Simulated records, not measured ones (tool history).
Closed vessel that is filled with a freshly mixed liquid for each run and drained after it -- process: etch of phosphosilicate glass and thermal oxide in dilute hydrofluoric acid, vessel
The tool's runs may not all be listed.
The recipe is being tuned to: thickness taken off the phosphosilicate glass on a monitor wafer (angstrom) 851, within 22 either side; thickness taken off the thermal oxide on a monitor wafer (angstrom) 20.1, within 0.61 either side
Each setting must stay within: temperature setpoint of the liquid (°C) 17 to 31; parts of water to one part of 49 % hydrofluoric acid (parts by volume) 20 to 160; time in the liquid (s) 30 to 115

run,day,temperature setpoint of the liquid (°C),parts of water to one part of 49 % hydrofluoric acid (parts by volume),time in the liquid (s),thickness taken off the phosphosilicate glass on a monitor wafer (angstrom),thickness taken off the thermal oxide on a monitor wafer (angstrom)
1,0,23,90,60,1320.8,31.407
2,0.229,23,60,60,2089.9,47.712
3,0.579,23,60,80,2764.5,65.259
4,0.9,26,60,80,3089.3,73.234
5,0.95,24.5,70,80,2475.6,58.932
6,1.079,24.5,70,65,2020.8,47.52
7,1.329,23.5,75,65,1798.4,42.592
8,1.354,22.5,80,65,1621,37.765
9,1.588,18.5,115,65,897.03,21.523
10,1.717,17.5,115,65,875.43,20.679

4 next moves are on the table. One of them brings every result within its allowed miss. Which?
A,1.846,19,110,60,?,?
B,1.846,19.5,100,50,?,?
C,1.846,19,95,50,?,?
D,1.846,20.5,150,80,?,?

move,thickness taken off the phosphosilicate glass on a monitor wafer (angstrom),thickness taken off the thermal oxide on a monitor wafer (angstrom)
A,901.28,21.277
B,852.61,20.128
C,883.94,20.867
D,897.32,21.183
A: the biggest miss grows against the last run
B: every result within its allowed miss
C: the biggest miss grows against the last run
D: the biggest miss grows against the last run
Move B is the one to make.
